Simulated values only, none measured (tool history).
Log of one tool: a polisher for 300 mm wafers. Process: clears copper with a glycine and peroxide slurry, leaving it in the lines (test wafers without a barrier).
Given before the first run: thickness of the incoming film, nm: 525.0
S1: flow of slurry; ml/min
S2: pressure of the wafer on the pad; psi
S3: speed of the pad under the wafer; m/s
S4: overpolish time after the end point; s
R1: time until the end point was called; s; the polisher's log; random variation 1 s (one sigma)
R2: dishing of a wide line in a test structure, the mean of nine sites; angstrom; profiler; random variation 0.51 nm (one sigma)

run  hour   S1   S2    S3  S4      R1      R2
  1   0.0  240  1.7  1.12  23  143.58  512.31
  2   1.4  245  1.8  1.12  22  137.11  514.41
  3   6.0  245  1.8  1.12  28  136.47  626.85
  4   7.5  245  1.8  0.96  28  153.73  573.18
  5   8.2  245  1.8  0.96  21  156.41  454.23
  6  14.4  250  1.9  0.96  20  147.50  456.51
  7  21.5  255  2.0  0.96  19  142.55  459.92
  8  26.8  260  2.1  0.96  18  136.92  446.22
  9  28.3  260  2.2  0.96  18  131.04  465.12

Run 10 has not been measured yet. What should we expect?
 10  36.4  265  2.3  0.96  17   ?   ?

R1: 127.58 s
R2: 457.07 angstrom
